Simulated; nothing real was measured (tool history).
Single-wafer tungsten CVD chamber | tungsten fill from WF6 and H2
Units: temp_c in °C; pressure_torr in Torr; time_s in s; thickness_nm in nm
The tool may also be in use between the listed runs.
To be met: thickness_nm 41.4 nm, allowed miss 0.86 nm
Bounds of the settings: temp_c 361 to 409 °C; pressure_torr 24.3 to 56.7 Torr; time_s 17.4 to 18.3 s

run	hour	temp_c	pressure_torr	time_s	thickness_nm
1	0	385	40.5	18.3	51.616
2	1	383	40.4	18.3	49.198
3	4.3	383	47.2	18.3	53.396
4	7.8	380	47.1	18.3	50.581
# hour 11.2: capacitance manometer re-zeroed and calibrated
5	11.2	378	47	18.3	47.096
6	19.5	378	47	18.3	47.151
7	27.4	377	47	18.3	46.426
8	31.6	376	47	18.3	45.301

5 next moves are on the table. One of them brings every result within its allowed miss. Which?
A	35.8	378	53.9	17.4	?
B	35.8	380	46.4	18	?
C	35.8	372	50.5	17.4	?
D	35.8	379	44.6	17.4	?
E	35.8	379	43.6	18.3	?

move	thickness_nm
A	48.398
B	48.058
C	41.95
D	44.674
E	46.431
A: further off than the last run
B: further off than the last run
C: meets every target
D: nearer than the last run, and not there yet
E: further off than the last run
Move C is the one to make.
